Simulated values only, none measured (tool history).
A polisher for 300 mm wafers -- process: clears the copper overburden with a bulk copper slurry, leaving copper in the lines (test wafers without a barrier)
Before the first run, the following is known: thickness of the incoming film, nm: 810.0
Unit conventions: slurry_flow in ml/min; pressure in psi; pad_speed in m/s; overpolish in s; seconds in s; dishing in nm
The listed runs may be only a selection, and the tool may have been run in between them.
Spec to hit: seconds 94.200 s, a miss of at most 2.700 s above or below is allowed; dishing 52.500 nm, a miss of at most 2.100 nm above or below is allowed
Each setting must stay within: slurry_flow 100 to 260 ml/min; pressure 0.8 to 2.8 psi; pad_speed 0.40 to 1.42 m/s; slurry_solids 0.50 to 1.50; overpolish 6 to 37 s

{"run": 1, "hour": 0.0, "slurry_flow": 165, "pressure": 1.8, "pad_speed": 0.9, "slurry_solids": 1.0, "overpolish": 19, "seconds": 136.94, "dishing": 63.013}
{"run": 2, "hour": 6.6, "slurry_flow": 175, "pressure": 1.9, "pad_speed": 0.9, "slurry_solids": 1.0, "overpolish": 16, "seconds": 126.73, "dishing": 59.551}
{"run": 3, "hour": 9.0, "slurry_flow": 175, "pressure": 1.9, "pad_speed": 0.9, "slurry_solids": 1.0, "overpolish": 10, "seconds": 127.54, "dishing": 40.523}
{"run": 4, "hour": 16.3, "slurry_flow": 185, "pressure": 2.0, "pad_speed": 0.9, "slurry_solids": 1.0, "overpolish": 10, "seconds": 119.13, "dishing": 42.359}
{"run": 5, "hour": 23.4, "slurry_flow": 145, "pressure": 2.0, "pad_speed": 0.9, "slurry_solids": 1.0, "overpolish": 10, "seconds": 125.46, "dishing": 41.045}
{"run": 6, "hour": 26.1, "slurry_flow": 145, "pressure": 1.6, "pad_speed": 0.9, "slurry_solids": 1.0, "overpolish": 10, "seconds": 157.0, "dishing": 33.034}
{"run": 7, "hour": 31.2, "slurry_flow": 160, "pressure": 1.8, "pad_speed": 0.9, "slurry_solids": 1.0, "overpolish": 10, "seconds": 135.73, "dishing": 37.103}
{"run": 8, "hour": 32.3, "slurry_flow": 175, "pressure": 1.9, "pad_speed": 0.9, "slurry_solids": 1.0, "overpolish": 10, "seconds": 127.0, "dishing": 40.503}
{"run": 9, "hour": 38.1, "slurry_flow": 185, "pressure": 2.0, "pad_speed": 0.9, "slurry_solids": 1.0, "overpolish": 10, "seconds": 118.98, "dishing": 42.36}
{"run": 10, "hour": 44.6, "slurry_flow": 195, "pressure": 2.1, "pad_speed": 0.9, "slurry_solids": 1.0, "overpolish": 10, "seconds": 113.33, "dishing": 43.783}
{"run": 11, "hour": 46.7, "slurry_flow": 200, "pressure": 2.5, "pad_speed": 0.9, "slurry_solids": 1.0, "overpolish": 11, "seconds": 96.616, "dishing": 55.226}

4 next moves are on the table. One of them brings every result within its allowed miss. Which?
{"run": "A", "hour": 48.8, "slurry_flow": 220, "pressure": 2.3, "pad_speed": 0.9, "slurry_solids": 1.15, "overpolish": 9, "seconds": "?", "dishing": "?"}
{"run": "B", "hour": 48.8, "slurry_flow": 200, "pressure": 2.4, "pad_speed": 0.9, "slurry_solids": 1.0, "overpolish": 9, "seconds": "?", "dishing": "?"}
{"run": "C", "hour": 48.8, "slurry_flow": 155, "pressure": 2.0, "pad_speed": 1.28, "slurry_solids": 1.05, "overpolish": 11, "seconds": "?", "dishing": "?"}
{"run": "D", "hour": 48.8, "slurry_flow": 195, "pressure": 2.5, "pad_speed": 0.96, "slurry_solids": 0.85, "overpolish": 10, "seconds": "?", "dishing": "?"}

move=A seconds=99.942 dishing=45.997
move=B seconds=100.320 dishing=45.997
move=C seconds=87.616 dishing=59.052
move=D seconds=94.363 dishing=52.877
A: takes the result that was furthest off past its target
B: takes the result that was furthest off past its target
C: the biggest miss grows against the last run
D: in spec on every target
The right move is D.
